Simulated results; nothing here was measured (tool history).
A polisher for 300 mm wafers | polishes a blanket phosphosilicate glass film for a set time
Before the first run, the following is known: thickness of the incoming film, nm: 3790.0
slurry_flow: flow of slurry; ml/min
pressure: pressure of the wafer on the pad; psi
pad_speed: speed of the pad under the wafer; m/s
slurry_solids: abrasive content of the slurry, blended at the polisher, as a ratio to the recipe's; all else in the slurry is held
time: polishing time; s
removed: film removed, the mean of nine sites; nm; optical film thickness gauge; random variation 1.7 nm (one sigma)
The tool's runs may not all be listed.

run	hour	slurry_flow	pressure	pad_speed	slurry_solids	time	removed
1	0	130	3	0.8	1	42	288.94
2	1.5	145	3	0.8	1	42	296.87
3	4.2	145	3	0.8	0.85	42	270.65
4	11.8	140	2.5	0.74	0.85	42	213.5
5	19.8	140	2.5	0.86	0.85	42	238.26
6	28.7	120	2.5	0.86	0.85	42	231.89
7	36.4	120	2.1	0.8	0.85	42	187.99
8	42.3	115	1.9	0.76	0.85	42	155.59
9	47.6	115	1.9	0.76	0.85	42	160.27
10	56.1	110	1.8	0.76	0.85	42	152.77

Run 11 has not been measured yet. What should we expect?
11	65.1	105	1.7	0.76	0.85	42	?

Run 11 produced removed 140.1 nm.
